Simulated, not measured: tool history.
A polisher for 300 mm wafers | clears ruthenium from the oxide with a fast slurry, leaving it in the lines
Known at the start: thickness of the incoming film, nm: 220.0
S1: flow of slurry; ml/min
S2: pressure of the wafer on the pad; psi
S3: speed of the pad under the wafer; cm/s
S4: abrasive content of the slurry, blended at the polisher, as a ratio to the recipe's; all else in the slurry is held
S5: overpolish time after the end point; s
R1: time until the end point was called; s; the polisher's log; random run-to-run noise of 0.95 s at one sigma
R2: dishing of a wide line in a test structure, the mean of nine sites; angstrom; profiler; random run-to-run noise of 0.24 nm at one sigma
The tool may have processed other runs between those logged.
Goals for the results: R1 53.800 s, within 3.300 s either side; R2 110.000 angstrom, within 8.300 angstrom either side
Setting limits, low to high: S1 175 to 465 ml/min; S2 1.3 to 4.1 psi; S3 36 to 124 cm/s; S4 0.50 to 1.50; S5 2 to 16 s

run  hour   S1   S2  S3    S4  S5      R1       R2
  1   0.0  295  2.7  80  1.00   8  76.343  197.030
  2   8.9  295  2.8  80  1.00   7  76.579  171.020
  3  16.7  295  3.0  80  1.00   6  74.401  166.780
  4  23.8  345  3.0  80  1.00   6  70.865  156.690
  5  26.9  365  3.1  80  1.00   5  68.129  143.160
  6  32.0  365  3.1  80  1.10   5  66.371  145.950
  7  36.9  385  3.2  80  1.10   4  63.079  125.680
  8  40.9  390  3.3  80  1.10   4  61.393  129.140
  9  45.8  395  3.4  80  1.10   4  60.513  128.260
 10  47.8  400  3.5  80  1.10   4  60.004  134.690
 11  50.5  405  3.5  80  1.10   4  57.512  132.710
 12  56.8  420  3.7  80  1.10   2  54.780   72.346
 13  62.3  420  3.6  82  1.10   2  56.869   70.935
 14  68.9  420  3.6  80  1.15   2  56.138   73.213

Exactly one of the 4 candidate moves below puts every result within its allowed miss. Which one?
  A  75.5  415  4.0  72  0.90   4   ?   ?
  B  75.5  370  3.9  76  1.25   3   ?   ?
  C  75.5  465  3.7  74  1.10   4   ?   ?
  D  75.5  420  3.6  80  1.15   4   ?   ?

move      R1       R2
   A  60.607  122.560
   B  53.792  104.040
   C  59.226  125.330
   D  55.903  132.540
A: pushes the last run's worst result past its target
B: in spec on every target
C: pushes the last run's worst result past its target
D: pushes the last run's worst result past its target
Answer: B
